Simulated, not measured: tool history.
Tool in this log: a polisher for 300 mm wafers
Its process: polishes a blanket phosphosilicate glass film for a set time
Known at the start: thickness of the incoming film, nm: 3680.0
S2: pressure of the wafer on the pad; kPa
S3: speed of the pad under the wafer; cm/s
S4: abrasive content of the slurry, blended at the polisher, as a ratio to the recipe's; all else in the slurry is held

{"run": 1, "hour": 0.0, "flow of slurry (ml/min)": 300, "S2": 25.5, "S3": 94, "S4": 1.0, "polishing time (s)": 47, "film removed (nm)": 472.64}
{"run": 2, "hour": 4.7, "flow of slurry (ml/min)": 300, "S2": 26.9, "S3": 94, "S4": 1.0, "polishing time (s)": 47, "film removed (nm)": 489.51}
{"run": 3, "hour": 9.1, "flow of slurry (ml/min)": 275, "S2": 26.9, "S3": 94, "S4": 1.0, "polishing time (s)": 47, "film removed (nm)": 479.26}
{"run": 4, "hour": 15.7, "flow of slurry (ml/min)": 300, "S2": 27.6, "S3": 94, "S4": 1.0, "polishing time (s)": 47, "film removed (nm)": 493.32}
{"run": 5, "hour": 19.0, "flow of slurry (ml/min)": 300, "S2": 27.6, "S3": 94, "S4": 1.1, "polishing time (s)": 47, "film removed (nm)": 511.07}
{"run": 6, "hour": 25.8, "flow of slurry (ml/min)": 300, "S2": 27.6, "S3": 94, "S4": 0.9, "polishing time (s)": 47, "film removed (nm)": 468.95}
{"run": 7, "hour": 31.5, "flow of slurry (ml/min)": 300, "S2": 29.0, "S3": 94, "S4": 0.9, "polishing time (s)": 47, "film removed (nm)": 490.93}

The next listed run, before its measurement:
{"run": 8, "hour": 36.8, "flow of slurry (ml/min)": 300, "S2": 30.3, "S3": 94, "S4": 0.9, "polishing time (s)": 47, "film removed (nm)": "?"}

Run 8 produced film removed (nm) 504.77.
